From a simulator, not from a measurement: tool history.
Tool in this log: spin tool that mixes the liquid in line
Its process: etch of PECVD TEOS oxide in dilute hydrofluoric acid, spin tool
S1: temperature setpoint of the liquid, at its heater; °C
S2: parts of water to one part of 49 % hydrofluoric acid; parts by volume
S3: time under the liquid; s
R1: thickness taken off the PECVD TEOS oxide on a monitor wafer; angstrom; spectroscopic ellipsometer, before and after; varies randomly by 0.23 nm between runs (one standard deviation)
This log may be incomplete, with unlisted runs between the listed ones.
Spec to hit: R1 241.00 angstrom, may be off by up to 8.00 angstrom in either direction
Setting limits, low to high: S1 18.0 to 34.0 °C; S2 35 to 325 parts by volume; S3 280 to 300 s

run 1 day=0.000 | S1=26.0 S2=180 S3=280 | R1=196.16
run 2 day=0.188 | S1=22.5 S2=180 S3=280 | R1=174.52
run 3 day=0.454 | S1=24.5 S2=180 S3=280 | R1=184.41
run 4 day=0.696 | S1=21.0 S2=180 S3=280 | R1=160.58
run 5 day=0.758 | S1=21.0 S2=245 S3=280 | R1=112.27
run 6 day=0.925 | S1=21.0 S2=245 S3=300 | R1=119.71
run 7 day=1.304 | S1=24.0 S2=235 S3=300 | R1=140.41
run 8 day=1.400 | S1=26.0 S2=225 S3=300 | R1=160.36
run 9 day=1.475 | S1=27.5 S2=215 S3=300 | R1=178.89
run 10 day=1.779 | S1=29.0 S2=210 S3=300 | R1=196.79
-- day=1.962 thermometer replaced
run 11 day=1.962 | S1=30.0 S2=210 S3=300 | R1=207.92

Pick the move, out of 5, that brings all results within their allowed miss; only one does.
run A day=2.146 | S1=28.5 S2=195 S3=300 | R1=?
run B day=2.146 | S1=32.0 S2=200 S3=300 | R1=?
run C day=2.146 | S1=27.5 S2=175 S3=280 | R1=?
run D day=2.146 | S1=26.5 S2=175 S3=295 | R1=?
run E day=2.146 | S1=29.0 S2=170 S3=300 | R1=?

move=A R1=217.61
move=B R1=237.95
move=C R1=223.66
move=D R1=227.22
move=E R1=261.96
A: nearer than the last run, and not there yet
B: all results in spec
C: nearer than the last run, and not there yet
D: nearer than the last run, and not there yet
E: carries the result that was furthest off beyond its target, to the other side
B meets every target.

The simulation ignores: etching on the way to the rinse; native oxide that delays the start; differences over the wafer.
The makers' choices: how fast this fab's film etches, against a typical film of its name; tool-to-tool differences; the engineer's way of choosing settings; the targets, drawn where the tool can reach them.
